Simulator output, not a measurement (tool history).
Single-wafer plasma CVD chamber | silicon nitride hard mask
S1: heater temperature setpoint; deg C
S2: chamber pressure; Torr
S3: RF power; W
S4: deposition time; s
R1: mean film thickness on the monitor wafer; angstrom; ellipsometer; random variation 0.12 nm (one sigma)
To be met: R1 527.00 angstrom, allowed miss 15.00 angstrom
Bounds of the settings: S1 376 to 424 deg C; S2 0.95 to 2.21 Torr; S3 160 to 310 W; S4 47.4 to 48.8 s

run 1 hour=0.0 | S1=400 S2=1.58 S3=235 S4=47.4 | R1=463.46
run 2 hour=8.6 | S1=400 S2=1.58 S3=235 S4=48.8 | R1=478.22
run 3 hour=9.9 | S1=400 S2=1.58 S3=220 S4=48.8 | R1=450.01
run 4 hour=15.9 | S1=400 S2=1.58 S3=220 S4=48.8 | R1=451.39
run 5 hour=24.4 | S1=400 S2=1.81 S3=220 S4=48.8 | R1=468.55
run 6 hour=32.5 | S1=400 S2=1.81 S3=220 S4=47.4 | R1=455.18
run 7 hour=40.7 | S1=400 S2=1.87 S3=230 S4=47.5 | R1=477.85
run 8 hour=47.9 | S1=400 S2=1.92 S3=235 S4=47.6 | R1=491.22
run 9 hour=51.9 | S1=400 S2=1.96 S3=240 S4=47.7 | R1=502.17

Which of these 4 next moves meets every target?
run A hour=55.9 | S1=401 S2=1.94 S3=215 S4=47.4 | R1=?
run B hour=55.9 | S1=411 S2=1.79 S3=230 S4=47.5 | R1=?
run C hour=55.9 | S1=391 S2=2.20 S3=240 S4=48.5 | R1=?
run D hour=55.9 | S1=404 S2=2.05 S3=220 S4=47.8 | R1=?

move=A R1=455.76
move=B R1=472.44
move=C R1=533.12
move=D R1=475.24
A: further off than the last run
B: further off than the last run
C: meets every target
D: further off than the last run
The right move is C.
